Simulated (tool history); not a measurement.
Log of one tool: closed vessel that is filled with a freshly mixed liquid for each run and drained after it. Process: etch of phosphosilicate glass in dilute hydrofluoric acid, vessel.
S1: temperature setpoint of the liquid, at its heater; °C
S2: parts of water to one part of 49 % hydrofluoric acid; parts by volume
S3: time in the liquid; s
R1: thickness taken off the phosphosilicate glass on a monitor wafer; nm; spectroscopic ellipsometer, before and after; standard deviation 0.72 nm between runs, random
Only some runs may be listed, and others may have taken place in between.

run,hour,S1,S2,S3,R1
1,0.0,22.0,90,30,54.363
2,5.1,24.0,90,30,57.199
3,7.9,24.0,60,30,90.184
4,17.0,22.5,60,30,85.845
5,24.6,22.5,60,30,85.036
6,27.8,22.5,60,30,84.590
7,29.1,21.5,60,30,81.783

Run 8 is up next; what results do you expect?
8,35.8,21.0,60,30,?

For run 8 the tool returned R1 81.371 nm.
